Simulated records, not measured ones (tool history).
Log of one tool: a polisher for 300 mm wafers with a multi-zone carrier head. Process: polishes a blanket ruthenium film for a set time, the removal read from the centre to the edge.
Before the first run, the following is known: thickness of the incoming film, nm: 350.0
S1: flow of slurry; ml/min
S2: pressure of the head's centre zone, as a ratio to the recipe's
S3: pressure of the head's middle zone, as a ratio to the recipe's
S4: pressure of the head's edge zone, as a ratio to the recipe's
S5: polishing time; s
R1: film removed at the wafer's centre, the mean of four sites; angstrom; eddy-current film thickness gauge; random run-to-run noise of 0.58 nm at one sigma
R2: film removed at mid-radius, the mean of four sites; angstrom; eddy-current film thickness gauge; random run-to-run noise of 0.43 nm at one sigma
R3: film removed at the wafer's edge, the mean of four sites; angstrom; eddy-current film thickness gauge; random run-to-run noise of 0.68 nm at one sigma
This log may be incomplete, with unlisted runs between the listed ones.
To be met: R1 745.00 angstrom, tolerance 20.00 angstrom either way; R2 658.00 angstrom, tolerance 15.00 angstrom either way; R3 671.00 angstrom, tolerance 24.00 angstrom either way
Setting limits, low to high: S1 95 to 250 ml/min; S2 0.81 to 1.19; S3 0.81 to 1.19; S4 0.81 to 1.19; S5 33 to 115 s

| run | day | S1 | S2 | S3 | S4 | S5 | R1 | R2 | R3 |
|---|---|---|---|---|---|---|---|---|---|
| 1 | 0.000 | 160 | 1.00 | 1.00 | 1.00 | 73 | 785.70 | 791.60 | 781.91 |
| 2 | 0.250 | 150 | 1.01 | 0.98 | 0.97 | 73 | 794.57 | 767.34 | 760.62 |
| 3 | 0.533 | 145 | 1.01 | 0.97 | 0.95 | 73 | 782.36 | 756.60 | 752.86 |
| 4 | 0.846 | 145 | 1.01 | 1.01 | 0.95 | 73 | 781.58 | 778.33 | 749.27 |
| 5 | 1.000 | 140 | 1.01 | 0.99 | 0.93 | 73 | 791.06 | 760.90 | 752.42 |
| 6 | 1.296 | 140 | 1.01 | 0.98 | 0.92 | 72 | 768.00 | 736.14 | 737.49 |
| 7 | 1.438 | 135 | 1.02 | 0.98 | 0.91 | 71 | 757.46 | 733.98 | 719.62 |
| 8 | 1.800 | 130 | 1.03 | 0.97 | 0.90 | 71 | 758.52 | 715.40 | 698.80 |
| 9 | 1.904 | 125 | 1.03 | 0.96 | 0.90 | 71 | 751.91 | 710.99 | 712.69 |
| 10 | 2.188 | 125 | 1.04 | 0.95 | 0.89 | 71 | 754.23 | 696.72 | 702.09 |
| 11 | 2.242 | 120 | 1.05 | 0.95 | 0.88 | 71 | 764.70 | 702.57 | 700.87 |

Which one of the following 5 next-run settings gets every result inside its allowed miss? There is exactly one.
| A | 2.296 | 110 | 1.11 | 0.94 | 0.89 | 68 | ? | ? | ? |
| B | 2.296 | 130 | 1.10 | 1.07 | 0.84 | 63 | ? | ? | ? |
| C | 2.296 | 185 | 1.19 | 1.07 | 0.93 | 59 | ? | ? | ? |
| D | 2.296 | 105 | 1.03 | 0.94 | 0.89 | 69 | ? | ? | ? |
| E | 2.296 | 115 | 1.03 | 0.99 | 0.88 | 68 | ? | ? | ? |

| move | R1 | R2 | R3 |
|---|---|---|---|
| A | 739.80 | 662.46 | 663.90 |
| B | 704.08 | 704.56 | 613.11 |
| C | 740.99 | 694.92 | 619.55 |
| D | 704.64 | 666.81 | 669.77 |
| E | 707.65 | 697.55 | 664.26 |
A: every result lands within tolerance
B: just as far off the targets as the last run
C: gains on the last run, yet a result remains outside its allowed miss
D: the worst result of the last run now meets its target, but another is out of spec
E: gains on the last run, yet a result remains outside its allowed miss
Answer: A

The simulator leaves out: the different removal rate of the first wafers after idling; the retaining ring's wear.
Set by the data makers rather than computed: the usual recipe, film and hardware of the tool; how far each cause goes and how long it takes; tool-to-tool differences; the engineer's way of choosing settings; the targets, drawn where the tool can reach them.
